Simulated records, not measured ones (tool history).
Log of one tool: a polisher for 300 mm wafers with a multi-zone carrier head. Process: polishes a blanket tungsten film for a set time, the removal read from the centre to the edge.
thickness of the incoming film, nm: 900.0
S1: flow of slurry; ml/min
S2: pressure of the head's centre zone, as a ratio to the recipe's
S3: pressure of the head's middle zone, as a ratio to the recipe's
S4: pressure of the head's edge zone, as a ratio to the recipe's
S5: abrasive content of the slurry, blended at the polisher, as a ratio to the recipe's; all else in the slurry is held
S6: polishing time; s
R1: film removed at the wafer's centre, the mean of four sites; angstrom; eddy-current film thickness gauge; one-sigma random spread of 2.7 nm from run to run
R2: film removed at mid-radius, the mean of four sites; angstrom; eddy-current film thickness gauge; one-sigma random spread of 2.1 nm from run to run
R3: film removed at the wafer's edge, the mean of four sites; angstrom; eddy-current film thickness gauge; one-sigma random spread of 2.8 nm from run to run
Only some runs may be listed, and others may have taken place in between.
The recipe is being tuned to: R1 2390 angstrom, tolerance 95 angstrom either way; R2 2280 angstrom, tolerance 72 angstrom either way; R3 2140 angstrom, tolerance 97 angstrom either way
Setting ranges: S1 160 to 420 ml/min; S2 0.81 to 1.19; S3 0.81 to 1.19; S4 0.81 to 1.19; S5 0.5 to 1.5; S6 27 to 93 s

run,day,S1,S2,S3,S4,S5,S6,R1,R2,R3
1,0,270,1,1,1,1,59,2784.2,2807.8,2766.6
2,0.312,270,1.01,0.99,0.96,0.85,58,2589.7,2580,2486.4
3,0.538,270,1.05,0.99,0.96,0.85,58,2685.6,2621.4,2535.1
4,0.642,325,1.05,0.99,0.96,0.85,58,2759.8,2671,2560.9
5,0.958,325,1.05,0.99,0.96,0.7,58,2584.5,2484.8,2430.8
6,1.275,325,1.05,0.99,0.96,0.7,64,2875.4,2761.8,2703.3
7,1.308,325,1.05,0.98,0.93,0.65,63,2750.2,2643.6,2485.5
8,1.512,320,1.03,0.95,0.91,0.65,63,2709.3,2560,2481.1
9,1.792,315,1.02,0.94,0.89,0.6,63,2578.6,2445.4,2385.6
10,2.129,310,1.02,0.94,0.87,0.6,63,2585.6,2446.4,2379.3
11,2.304,310,1.02,0.94,0.86,0.55,62,2459.7,2340.1,2259.9
12,2.529,310,1.02,0.94,0.86,0.55,62,2446.3,2349.4,2272.2

Of the 4 settings listed for the next run, only one would bring every result within its allowed miss of target. Which one?
A,2.754,380,1.01,1.01,0.81,0.65,57,?,?,?
B,2.754,295,1,0.91,0.89,0.85,57,?,?,?
C,2.754,300,1.04,0.96,0.85,0.5,62,?,?,?
D,2.754,205,1.01,0.86,0.95,0.75,60,?,?,?

move,R1,R2,R3
A,2449.2,2435,2180.4
B,2582,2420.1,2442.2
C,2448,2287.4,2178.4
D,2528.7,2269.7,2476.5
A: meets the target for the result that was furthest off, but another lies outside its allowed miss
B: moves away from the targets compared with the last run
C: every result lands within tolerance
D: moves away from the targets compared with the last run
C is the move that brings every result within its allowed miss.
